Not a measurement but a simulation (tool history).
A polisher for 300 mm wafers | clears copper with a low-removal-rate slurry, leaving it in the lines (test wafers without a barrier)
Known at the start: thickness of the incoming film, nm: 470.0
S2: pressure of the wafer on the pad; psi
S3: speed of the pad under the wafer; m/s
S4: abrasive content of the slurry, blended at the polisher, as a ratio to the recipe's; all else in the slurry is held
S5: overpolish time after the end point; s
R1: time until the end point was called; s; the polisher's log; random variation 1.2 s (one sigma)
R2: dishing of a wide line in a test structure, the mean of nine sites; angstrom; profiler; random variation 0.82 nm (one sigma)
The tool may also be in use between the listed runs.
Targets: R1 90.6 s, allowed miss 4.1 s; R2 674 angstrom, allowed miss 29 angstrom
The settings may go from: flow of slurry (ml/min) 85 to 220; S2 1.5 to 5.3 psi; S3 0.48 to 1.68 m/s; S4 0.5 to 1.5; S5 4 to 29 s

Run 1, hour 0: flow of slurry (ml/min) 140, S2 3.4 psi, S3 1.08 m/s, S4 1, S5 15 s. Result: R1 112.32 s, R2 427.05 angstrom.
Run 2, hour 3.9: flow of slurry (ml/min) 140, S2 3.6 psi, S3 1.08 m/s, S4 1, S5 16 s. Result: R1 105.06 s, R2 468.66 angstrom.
Run 3, hour 10.2: flow of slurry (ml/min) 140, S2 3.7 psi, S3 1.08 m/s, S4 1, S5 17 s. Result: R1 104.49 s, R2 504.27 angstrom.
Run 4, hour 18.9: flow of slurry (ml/min) 140, S2 3.7 psi, S3 1.08 m/s, S4 1, S5 15 s. Result: R1 101.01 s, R2 451 angstrom.
Run 5, hour 27.8: flow of slurry (ml/min) 140, S2 3.8 psi, S3 1.08 m/s, S4 1, S5 16 s. Result: R1 102.38 s, R2 497.57 angstrom.
Run 6, hour 28.8: flow of slurry (ml/min) 140, S2 4.5 psi, S3 1.08 m/s, S4 1, S5 16 s. Result: R1 84.061 s, R2 557.84 angstrom.
Run 7, hour 32.1: flow of slurry (ml/min) 135, S2 4.5 psi, S3 1.08 m/s, S4 1, S5 17 s. Result: R1 85.218 s, R2 581.78 angstrom.
Run 8, hour 34.8: flow of slurry (ml/min) 135, S2 4.5 psi, S3 1.08 m/s, S4 1, S5 18 s. Result: R1 83.75 s, R2 608.34 angstrom.

Which of these 5 next moves meets every target?
Run A, hour 37.5: flow of slurry (ml/min) 130, S2 3.9 psi, S3 1.2 m/s, S4 0.95, S5 22 s. Result: R1 ?, R2 ?.
Run B, hour 37.5: flow of slurry (ml/min) 150, S2 4.2 psi, S3 1.22 m/s, S4 1.3, S5 17 s. Result: R1 ?, R2 ?.
Run C, hour 37.5: flow of slurry (ml/min) 150, S2 4.2 psi, S3 1.36 m/s, S4 0.95, S5 20 s. Result: R1 ?, R2 ?.
Run D, hour 37.5: flow of slurry (ml/min) 145, S2 4.7 psi, S3 1.02 m/s, S4 1.1, S5 16 s. Result: R1 ?, R2 ?.
Run E, hour 37.5: flow of slurry (ml/min) 120, S2 3.7 psi, S3 1.42 m/s, S4 1.15, S5 18 s. Result: R1 ?, R2 ?.

move      R1      R2
   A  91.251  661.83
   B  75.905  632.36
   C  74.062  716.55
   D  83.502  568.84
   E  79.842  630.18
A: meets every target
B: further off than the last run
C: takes the result that was furthest off past its target
D: further off than the last run
E: further off than the last run
Move A is the one to make.
